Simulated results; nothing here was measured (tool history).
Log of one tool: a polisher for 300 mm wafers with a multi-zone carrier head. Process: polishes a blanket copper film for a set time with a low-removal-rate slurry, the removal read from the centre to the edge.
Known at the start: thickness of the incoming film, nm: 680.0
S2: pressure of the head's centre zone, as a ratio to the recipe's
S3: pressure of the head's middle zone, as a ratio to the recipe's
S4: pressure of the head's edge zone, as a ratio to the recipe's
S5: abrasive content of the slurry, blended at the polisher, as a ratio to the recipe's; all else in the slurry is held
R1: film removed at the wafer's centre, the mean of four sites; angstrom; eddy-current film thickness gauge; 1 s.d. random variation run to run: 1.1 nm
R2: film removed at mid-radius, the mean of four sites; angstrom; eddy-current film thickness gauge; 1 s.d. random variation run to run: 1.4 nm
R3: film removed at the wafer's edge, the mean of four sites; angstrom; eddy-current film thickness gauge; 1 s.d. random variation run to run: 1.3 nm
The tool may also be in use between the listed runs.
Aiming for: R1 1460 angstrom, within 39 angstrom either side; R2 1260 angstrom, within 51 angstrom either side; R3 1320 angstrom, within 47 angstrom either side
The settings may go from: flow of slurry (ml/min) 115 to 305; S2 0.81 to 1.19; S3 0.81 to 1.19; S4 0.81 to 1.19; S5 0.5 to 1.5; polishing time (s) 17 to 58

{"run": 1, "hour": 0.0, "flow of slurry (ml/min)": 195, "S2": 1, "S3": 1, "S4": 1, "S5": 1, "polishing time (s)": 37, "R1": 1116.6, "R2": 1113.1, "R3": 1137.4}
{"run": 2, "hour": 6.8, "flow of slurry (ml/min)": 195, "S2": 1, "S3": 1, "S4": 0.94, "S5": 1, "polishing time (s)": 37, "R1": 1133.7, "R2": 1110.1, "R3": 1112.2}
{"run": 3, "hour": 10.5, "flow of slurry (ml/min)": 195, "S2": 0.97, "S3": 1, "S4": 0.94, "S5": 1, "polishing time (s)": 37, "R1": 1101.7, "R2": 1103.5, "R3": 1141}
{"run": 4, "hour": 13.2, "flow of slurry (ml/min)": 195, "S2": 0.97, "S3": 1, "S4": 0.94, "S5": 1, "polishing time (s)": 44, "R1": 1315.9, "R2": 1353.7, "R3": 1320}
{"run": 5, "hour": 16.1, "flow of slurry (ml/min)": 200, "S2": 0.98, "S3": 0.99, "S4": 0.94, "S5": 1, "polishing time (s)": 44, "R1": 1312.2, "R2": 1298.6, "R3": 1322.3}
{"run": 6, "hour": 22.9, "flow of slurry (ml/min)": 200, "S2": 0.98, "S3": 0.99, "S4": 0.94, "S5": 0.85, "polishing time (s)": 44, "R1": 1272.8, "R2": 1255.6, "R3": 1283.4}
{"run": 7, "hour": 29.8, "flow of slurry (ml/min)": 205, "S2": 0.99, "S3": 0.99, "S4": 0.94, "S5": 0.85, "polishing time (s)": 44, "R1": 1295.1, "R2": 1287.9, "R3": 1274.3}
{"run": 8, "hour": 31.2, "flow of slurry (ml/min)": 210, "S2": 1, "S3": 0.98, "S4": 0.94, "S5": 0.85, "polishing time (s)": 44, "R1": 1326.7, "R2": 1251.1, "R3": 1295.6}
{"run": 9, "hour": 32.3, "flow of slurry (ml/min)": 215, "S2": 1.01, "S3": 0.98, "S4": 0.94, "S5": 0.85, "polishing time (s)": 44, "R1": 1299.4, "R2": 1276.6, "R3": 1271.8}
{"run": 10, "hour": 39.4, "flow of slurry (ml/min)": 210, "S2": 1.02, "S3": 0.97, "S4": 0.94, "S5": 0.9, "polishing time (s)": 44, "R1": 1341.6, "R2": 1273.9, "R3": 1303.7}
{"run": 11, "hour": 45.4, "flow of slurry (ml/min)": 210, "S2": 1.02, "S3": 0.97, "S4": 0.94, "S5": 0.9, "polishing time (s)": 44, "R1": 1328.4, "R2": 1277.1, "R3": 1283.6}
{"run": 12, "hour": 49.7, "flow of slurry (ml/min)": 210, "S2": 1.03, "S3": 0.96, "S4": 0.94, "S5": 0.9, "polishing time (s)": 44, "R1": 1348.1, "R2": 1234.2, "R3": 1312}
{"run": 13, "hour": 56.9, "flow of slurry (ml/min)": 215, "S2": 1.04, "S3": 0.96, "S4": 0.94, "S5": 0.9, "polishing time (s)": 44, "R1": 1360.1, "R2": 1279.8, "R3": 1309.9}

4 candidate next runs follow, results not yet known. Just one meets every target within its allowed miss. Identify it.
{"run": "A", "hour": 64.1, "flow of slurry (ml/min)": 185, "S2": 1.13, "S3": 0.96, "S4": 0.92, "S5": 1, "polishing time (s)": 48, "R1": "?", "R2": "?", "R3": "?"}
{"run": "B", "hour": 64.1, "flow of slurry (ml/min)": 190, "S2": 1.18, "S3": 0.93, "S4": 0.93, "S5": 0.85, "polishing time (s)": 43, "R1": "?", "R2": "?", "R3": "?"}
{"run": "C", "hour": 64.1, "flow of slurry (ml/min)": 240, "S2": 1.13, "S3": 1.17, "S4": 0.88, "S5": 1.05, "polishing time (s)": 39, "R1": "?", "R2": "?", "R3": "?"}
{"run": "D", "hour": 64.1, "flow of slurry (ml/min)": 140, "S2": 1.09, "S3": 0.9, "S4": 0.83, "S5": 0.7, "polishing time (s)": 53, "R1": "?", "R2": "?", "R3": "?"}

move=A R1=1590.1 R2=1398.3 R3=1439.9
move=B R1=1412.2 R2=1173.5 R3=1246.6
move=C R1=1363.9 R2=1411.8 R3=1189.3
move=D R1=1473.3 R2=1266.5 R3=1332.4
A: moves the result that the last run missed by most past its target, out the other side
B: nearer than the last run, and not there yet
C: its largest miss is bigger than the last run's
D: meets every target
Go with D: it meets all targets.
